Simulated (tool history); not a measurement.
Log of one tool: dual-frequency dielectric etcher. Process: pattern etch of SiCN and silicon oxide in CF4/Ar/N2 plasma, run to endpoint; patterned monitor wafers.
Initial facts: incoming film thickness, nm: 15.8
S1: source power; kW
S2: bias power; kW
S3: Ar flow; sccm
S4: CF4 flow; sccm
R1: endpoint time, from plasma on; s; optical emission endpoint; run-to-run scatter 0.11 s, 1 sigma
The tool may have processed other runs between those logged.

run	hour	S1	S2	S3	S4	R1
1	0.0	0.480	0.056	70	64	19.297
2	1.2	0.480	0.049	70	64	20.295
3	7.0	0.480	0.054	70	64	19.547
4	10.7	0.480	0.054	58	64	19.130
5	11.9	0.510	0.055	58	64	18.067
6	13.4	0.530	0.055	58	64	17.200
7	21.3	0.550	0.055	58	64	16.737
8	25.4	0.570	0.055	58	64	16.267
9	28.5	0.580	0.055	58	64	15.900
10	33.3	0.590	0.055	58	64	15.572
11	36.7	0.600	0.055	58	64	15.389
12	44.4	0.610	0.055	58	64	15.072
13	45.9	0.610	0.055	58	64	15.194

Expected results for the next run?
14	54.3	0.610	0.055	58	64	?

R1: 15.274 s

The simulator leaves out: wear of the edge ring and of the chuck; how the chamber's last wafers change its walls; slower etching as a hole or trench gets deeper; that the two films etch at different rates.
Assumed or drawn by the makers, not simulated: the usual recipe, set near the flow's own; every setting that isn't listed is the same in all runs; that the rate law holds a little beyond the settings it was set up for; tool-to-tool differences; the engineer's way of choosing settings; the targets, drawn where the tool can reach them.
